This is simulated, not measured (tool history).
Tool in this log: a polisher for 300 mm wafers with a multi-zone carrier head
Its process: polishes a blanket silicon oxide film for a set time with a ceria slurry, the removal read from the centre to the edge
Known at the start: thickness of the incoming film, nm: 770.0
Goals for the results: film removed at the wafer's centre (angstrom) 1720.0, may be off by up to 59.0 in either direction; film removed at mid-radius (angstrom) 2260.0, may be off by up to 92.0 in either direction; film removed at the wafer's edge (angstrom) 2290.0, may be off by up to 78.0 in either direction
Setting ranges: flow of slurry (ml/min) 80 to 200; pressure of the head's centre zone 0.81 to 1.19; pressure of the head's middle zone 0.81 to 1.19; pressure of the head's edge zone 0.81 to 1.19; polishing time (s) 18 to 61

run	hour	flow of slurry (ml/min)	pressure of the head's centre zone	pressure of the head's middle zone	pressure of the head's edge zone	polishing time (s)	film removed at the wafer's centre (angstrom)	film removed at mid-radius (angstrom)	film removed at the wafer's edge (angstrom)
1	0.0	130	1.00	1.00	1.00	39	1631.6	1629.4	1594.3
2	3.0	110	1.00	1.00	1.00	39	1517.0	1540.6	1574.2
3	4.1	115	0.94	1.03	1.05	42	1592.0	1712.8	1757.2
4	12.5	140	0.94	1.03	1.05	42	1691.6	1829.1	1791.1
5	21.0	135	0.90	1.06	1.09	44	1624.5	1940.2	1936.3
6	23.8	145	0.88	1.07	1.12	45	1691.7	2006.3	2010.2
7	25.3	145	0.88	1.07	1.12	45	1658.5	2005.3	2036.3
8	33.1	155	0.87	1.08	1.14	46	1679.9	2125.0	2096.7
9	38.2	155	0.86	1.08	1.16	47	1729.6	2158.2	2144.6

Consider the 4 candidate settings below. Which is the only one whose results all fall within their allowed miss of target?
A	43.3	180	0.89	1.17	1.06	45	?	?	?
B	43.3	165	0.88	1.02	1.16	45	?	?	?
C	43.3	150	0.81	1.07	1.17	50	?	?	?
D	43.3	150	0.98	1.09	1.17	43	?	?	?

move	film removed at the wafer's centre (angstrom)	film removed at mid-radius (angstrom)	film removed at the wafer's edge (angstrom)
A	1760.9	2259.3	1989.2
B	1711.1	1980.1	2064.7
C	1715.5	2253.1	2274.3
D	1788.2	1966.8	1955.4
A: its largest miss is bigger than the last run's
B: its largest miss is bigger than the last run's
C: hits every target within its allowed miss
D: its largest miss is bigger than the last run's
C is the move that brings every result within its allowed miss.
